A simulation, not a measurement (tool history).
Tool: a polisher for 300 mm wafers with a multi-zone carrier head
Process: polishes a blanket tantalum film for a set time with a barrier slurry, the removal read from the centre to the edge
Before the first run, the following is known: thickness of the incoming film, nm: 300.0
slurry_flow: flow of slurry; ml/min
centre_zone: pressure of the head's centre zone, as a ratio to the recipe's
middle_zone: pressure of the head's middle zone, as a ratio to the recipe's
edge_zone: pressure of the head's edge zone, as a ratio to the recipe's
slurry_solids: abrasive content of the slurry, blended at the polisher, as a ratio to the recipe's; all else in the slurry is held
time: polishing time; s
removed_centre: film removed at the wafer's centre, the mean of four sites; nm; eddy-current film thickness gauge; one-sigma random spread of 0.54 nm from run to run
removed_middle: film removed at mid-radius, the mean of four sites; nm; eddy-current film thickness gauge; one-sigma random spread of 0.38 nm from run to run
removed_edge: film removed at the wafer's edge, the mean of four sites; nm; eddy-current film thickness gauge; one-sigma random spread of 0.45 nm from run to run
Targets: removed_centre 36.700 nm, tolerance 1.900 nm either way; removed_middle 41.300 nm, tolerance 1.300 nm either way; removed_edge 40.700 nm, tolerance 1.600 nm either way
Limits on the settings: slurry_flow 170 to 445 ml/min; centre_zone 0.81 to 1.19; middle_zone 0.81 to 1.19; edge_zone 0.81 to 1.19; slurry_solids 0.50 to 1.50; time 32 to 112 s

run   hour  slurry_flow  centre_zone  middle_zone  edge_zone  slurry_solids  time  removed_centre  removed_middle  removed_edge
  1    0.0          285         1.00         1.00       1.00           1.00    72          72.583          73.699        72.477
  2    1.0          320         1.00         1.00       1.00           1.00    72          74.433          74.704        73.333
  3    6.0          310         0.97         0.99       0.98           0.90    67          64.834          66.323        65.817
  4   10.4          310         0.97         0.96       0.98           0.90    67          63.046          64.238        65.216
  5   15.7          275         0.97         0.96       0.98           0.90    67          64.176          63.419        64.793
  6   17.2          280         0.95         0.96       0.96           0.80    62          55.548          55.520        57.282
  7   25.1          285         0.93         0.97       0.94           0.75    60          51.909          53.307        53.139
  8   33.1          290         0.91         0.97       0.93           0.70    58          46.969          50.162        49.990
  9   37.7          290         0.91         0.97       0.93           0.70    58          46.705          50.663        49.949
 10   46.1          275         0.83         0.92       0.84           0.50    49          30.406          35.201        34.527
 11   51.9          325         0.91         1.00       0.94           0.55    46          33.478          37.286        35.663
 12   60.5          320         0.91         1.01       0.96           0.55    46          33.677          37.351        36.714
 13   64.3          315         0.91         1.02       0.97           0.55    46          32.808          37.710        36.558
 14   72.3          310         0.92         1.02       0.98           0.60    46          35.303          39.669        38.462
 15   79.1          305         0.92         1.02       0.99           0.60    46          34.841          39.626        38.184
 16   85.3          305         0.92         1.02       1.00           0.60    46          34.785          38.671        38.877
 17   92.4          305         0.92         1.03       1.00           0.60    46          36.419          40.234        37.923
 18   98.0          310         0.91         1.03       1.01           0.60    46          34.671          40.036        39.389
 19  100.7          310         0.92         1.03       1.02           0.60    46          35.749          39.151        39.104
 20  107.0          330         0.91         1.07       1.05           0.70    46          36.459          43.861        41.586
 21  111.6          330         0.91         1.06       1.05           0.70    46          38.667          43.697        41.913
 22  117.8          330         0.91         1.05       1.05           0.70    46          36.707          43.316        41.738
 23  124.5          325         0.92         1.04       1.04           0.70    46          38.214          43.226        42.884

Which single option among these 5 for the next run brings every result within its allowed miss of target? Just one does.
  A  131.2          305         0.88         1.09       1.04           0.75    45               ?               ?             ?
  B  131.2          305         0.90         1.01       0.99           0.50    53               ?               ?             ?
  C  131.2          305         0.92         0.97       1.15           0.65    49               ?               ?             ?
  D  131.2          375         0.91         1.18       1.09           0.50    53               ?               ?             ?
  E  131.2          310         0.93         1.15       1.03           0.80    43               ?               ?             ?

move  removed_centre  removed_middle  removed_edge
   A          36.628          44.853        42.521
   B          36.471          40.953        40.488
   C          39.232          41.654        45.952
   D          37.632          47.592        42.921
   E          37.985          46.060        41.467
A: lands further from the targets than the last run did
B: each result inside its tolerance
C: brings the result that was furthest off to its target, and leaves another outside
D: lands further from the targets than the last run did
E: lands further from the targets than the last run did
Answer: B
